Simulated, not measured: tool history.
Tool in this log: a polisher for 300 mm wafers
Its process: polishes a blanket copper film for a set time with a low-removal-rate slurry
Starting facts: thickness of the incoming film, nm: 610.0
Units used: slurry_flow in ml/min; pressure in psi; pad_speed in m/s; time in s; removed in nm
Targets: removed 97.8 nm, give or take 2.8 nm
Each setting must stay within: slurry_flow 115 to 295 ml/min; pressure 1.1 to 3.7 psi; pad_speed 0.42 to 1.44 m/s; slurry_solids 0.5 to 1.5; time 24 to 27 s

Run 1, hour 0: slurry_flow 190 ml/min, pressure 2.4 psi, pad_speed 0.92 m/s, slurry_solids 1, time 27 s. Result: removed 61.163 nm.
Run 2, hour 4.4: slurry_flow 190 ml/min, pressure 2.4 psi, pad_speed 1.04 m/s, slurry_solids 1, time 27 s. Result: removed 68.942 nm.
Run 3, hour 9.8: slurry_flow 190 ml/min, pressure 2.4 psi, pad_speed 1.04 m/s, slurry_solids 0.8, time 27 s. Result: removed 66.197 nm.
Run 4, hour 16.1: slurry_flow 190 ml/min, pressure 2.4 psi, pad_speed 1.04 m/s, slurry_solids 0.8, time 27 s. Result: removed 66.049 nm.
Run 5, hour 17: slurry_flow 190 ml/min, pressure 2.5 psi, pad_speed 1.04 m/s, slurry_solids 0.8, time 27 s. Result: removed 69.215 nm.
Run 6, hour 23.4: slurry_flow 190 ml/min, pressure 2.5 psi, pad_speed 1.22 m/s, slurry_solids 0.8, time 27 s. Result: removed 81.364 nm.
Run 7, hour 32.1: slurry_flow 205 ml/min, pressure 2.7 psi, pad_speed 1.22 m/s, slurry_solids 0.8, time 27 s. Result: removed 88.482 nm.
Run 8, hour 39.3: slurry_flow 205 ml/min, pressure 2.8 psi, pad_speed 1.22 m/s, slurry_solids 0.8, time 27 s. Result: removed 89.799 nm.

4 candidate next runs follow, results not yet known. Just one meets every target within its allowed miss. Identify it.
Run A, hour 46.5: slurry_flow 225 ml/min, pressure 3.1 psi, pad_speed 1.32 m/s, slurry_solids 0.85, time 25 s. Result: removed ?.
Run B, hour 46.5: slurry_flow 175 ml/min, pressure 2.5 psi, pad_speed 1.14 m/s, slurry_solids 1, time 27 s. Result: removed ?.
Run C, hour 46.5: slurry_flow 210 ml/min, pressure 2.8 psi, pad_speed 1.22 m/s, slurry_solids 0.85, time 26 s. Result: removed ?.
Run D, hour 46.5: slurry_flow 225 ml/min, pressure 2.7 psi, pad_speed 1.44 m/s, slurry_solids 0.85, time 25 s. Result: removed ?.

move  removed
   A    103.3
   B   78.405
   C   89.387
   D   98.319
A: takes the result that was furthest off past its target
B: lands further from the targets than the last run did
C: lands further from the targets than the last run did
D: meets every target
D is the move that brings every result within its allowed miss.

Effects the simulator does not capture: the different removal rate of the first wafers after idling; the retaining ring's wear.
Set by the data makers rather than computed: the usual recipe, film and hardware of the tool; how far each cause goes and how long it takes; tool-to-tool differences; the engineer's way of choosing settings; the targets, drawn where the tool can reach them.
